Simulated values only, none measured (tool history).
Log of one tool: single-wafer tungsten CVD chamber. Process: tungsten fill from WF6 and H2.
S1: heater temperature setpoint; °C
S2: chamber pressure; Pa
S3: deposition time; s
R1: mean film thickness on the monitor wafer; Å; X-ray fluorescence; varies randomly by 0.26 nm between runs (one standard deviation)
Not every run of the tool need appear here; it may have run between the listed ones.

run  hour   S1    S2    S3      R1
  1     0  375  4333  18.9  383.56
  2   7.6  375  4333  18.9  383.22
  3  13.7  382  4333  18.9  449.77
  4    21  386  4333  18.9  487.22
  5  29.1  386  4333  19.5  507.72
  6  35.2  379  4333  19.5  433.82

Run 7, settings as shown, results not yet in. Your forecast:
  7  37.3  380  4333  19.5   ?

For run 7 the tool returned R1 440.38 Å.
